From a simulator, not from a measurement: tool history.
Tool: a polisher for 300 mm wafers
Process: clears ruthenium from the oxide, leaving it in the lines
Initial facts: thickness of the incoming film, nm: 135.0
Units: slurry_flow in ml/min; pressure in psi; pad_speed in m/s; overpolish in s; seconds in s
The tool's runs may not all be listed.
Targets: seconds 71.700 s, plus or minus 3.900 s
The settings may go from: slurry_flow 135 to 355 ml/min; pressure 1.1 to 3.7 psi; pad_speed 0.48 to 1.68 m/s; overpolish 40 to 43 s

run 1 hour=0.0 | slurry_flow=225 pressure=2.4 pad_speed=1.08 overpolish=40 | seconds=104.680
run 2 hour=5.4 | slurry_flow=270 pressure=2.4 pad_speed=1.08 overpolish=40 | seconds=104.800
run 3 hour=13.6 | slurry_flow=270 pressure=2.7 pad_speed=1.10 overpolish=40 | seconds=90.070
run 4 hour=22.3 | slurry_flow=270 pressure=2.7 pad_speed=1.30 overpolish=40 | seconds=78.383
run 5 hour=23.0 | slurry_flow=270 pressure=2.5 pad_speed=1.30 overpolish=40 | seconds=82.197
run 6 hour=23.6 | slurry_flow=270 pressure=2.2 pad_speed=1.30 overpolish=40 | seconds=92.734
run 7 hour=27.1 | slurry_flow=270 pressure=2.4 pad_speed=1.32 overpolish=40 | seconds=85.647
run 8 hour=28.3 | slurry_flow=270 pressure=2.5 pad_speed=1.32 overpolish=40 | seconds=79.794
run 9 hour=35.9 | slurry_flow=270 pressure=2.6 pad_speed=1.32 overpolish=40 | seconds=80.060
run 10 hour=38.7 | slurry_flow=270 pressure=2.7 pad_speed=1.32 overpolish=40 | seconds=77.005

Which single option among these 5 for the next run brings every result within its allowed miss of target? Just one does.
run A hour=41.5 | slurry_flow=300 pressure=2.9 pad_speed=1.30 overpolish=40 | seconds=?
run B hour=41.5 | slurry_flow=275 pressure=2.6 pad_speed=1.36 overpolish=43 | seconds=?
run C hour=41.5 | slurry_flow=225 pressure=2.7 pad_speed=1.24 overpolish=40 | seconds=?
run D hour=41.5 | slurry_flow=245 pressure=2.8 pad_speed=1.28 overpolish=40 | seconds=?
run E hour=41.5 | slurry_flow=325 pressure=3.5 pad_speed=0.98 overpolish=40 | seconds=?

move=A seconds=73.106
move=B seconds=77.306
move=C seconds=83.900
move=D seconds=78.086
move=E seconds=81.309
A: every result lands within tolerance
B: lands further from the targets than the last run did
C: lands further from the targets than the last run did
D: lands further from the targets than the last run did
E: lands further from the targets than the last run did
Move A is the one to make.

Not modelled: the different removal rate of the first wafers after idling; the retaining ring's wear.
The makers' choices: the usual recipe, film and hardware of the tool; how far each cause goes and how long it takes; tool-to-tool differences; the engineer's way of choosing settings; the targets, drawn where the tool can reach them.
